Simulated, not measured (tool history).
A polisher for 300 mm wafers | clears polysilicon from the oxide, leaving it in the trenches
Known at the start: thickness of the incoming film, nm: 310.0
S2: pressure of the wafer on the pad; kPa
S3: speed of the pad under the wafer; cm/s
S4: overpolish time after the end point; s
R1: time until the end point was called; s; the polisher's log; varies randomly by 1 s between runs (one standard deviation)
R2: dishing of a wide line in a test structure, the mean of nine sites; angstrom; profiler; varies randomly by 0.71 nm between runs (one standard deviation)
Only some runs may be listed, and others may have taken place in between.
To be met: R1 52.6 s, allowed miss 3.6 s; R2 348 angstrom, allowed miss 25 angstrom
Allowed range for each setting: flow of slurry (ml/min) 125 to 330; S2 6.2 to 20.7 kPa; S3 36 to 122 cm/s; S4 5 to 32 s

Run 1, hour 0: flow of slurry (ml/min) 210, S2 13.1 kPa, S3 78 cm/s, S4 16 s. Result: R1 41.075 s, R2 478.41 angstrom.
Run 2, hour 2.4: flow of slurry (ml/min) 250, S2 13.1 kPa, S3 78 cm/s, S4 16 s. Result: R1 39.12 s, R2 455.77 angstrom.
Run 3, hour 7.2: flow of slurry (ml/min) 250, S2 11 kPa, S3 78 cm/s, S4 16 s. Result: R1 49.331 s, R2 447.7 angstrom.
Run 4, hour 12.8: flow of slurry (ml/min) 255, S2 11 kPa, S3 78 cm/s, S4 14 s. Result: R1 45.861 s, R2 430.28 angstrom.
Run 5, hour 17.7: flow of slurry (ml/min) 255, S2 13.8 kPa, S3 78 cm/s, S4 14 s. Result: R1 38.597 s, R2 468 angstrom.
Run 6, hour 25.2: flow of slurry (ml/min) 270, S2 12.4 kPa, S3 78 cm/s, S4 12 s. Result: R1 40.93 s, R2 411.13 angstrom.
Run 7, hour 26.3: flow of slurry (ml/min) 270, S2 11.7 kPa, S3 78 cm/s, S4 11 s. Result: R1 43.344 s, R2 391.85 angstrom.
Run 8, hour 33.6: flow of slurry (ml/min) 270, S2 11 kPa, S3 78 cm/s, S4 11 s. Result: R1 48.235 s, R2 370.67 angstrom.

Which one of the following 5 next-run settings gets every result inside its allowed miss? There is exactly one.
Run A, hour 40.9: flow of slurry (ml/min) 260, S2 9 kPa, S3 74 cm/s, S4 12 s. Result: R1 ?, R2 ?.
Run B, hour 40.9: flow of slurry (ml/min) 280, S2 12.4 kPa, S3 78 cm/s, S4 10 s. Result: R1 ?, R2 ?.
Run C, hour 40.9: flow of slurry (ml/min) 270, S2 10.3 kPa, S3 70 cm/s, S4 11 s. Result: R1 ?, R2 ?.
Run D, hour 40.9: flow of slurry (ml/min) 240, S2 9.7 kPa, S3 64 cm/s, S4 14 s. Result: R1 ?, R2 ?.
Run E, hour 40.9: flow of slurry (ml/min) 315, S2 11 kPa, S3 50 cm/s, S4 13 s. Result: R1 ?, R2 ?.

move      R1      R2
   A  59.493  351.89
   B  41.839  386.81
   C  53.354  356.41
   D  60.713  379.48
   E  59.114  369.73
A: moves the result that the last run missed by most past its target, out the other side
B: lands further from the targets than the last run did
C: every result lands within tolerance
D: moves the result that the last run missed by most past its target, out the other side
E: moves the result that the last run missed by most past its target, out the other side
Move C is the one to make.
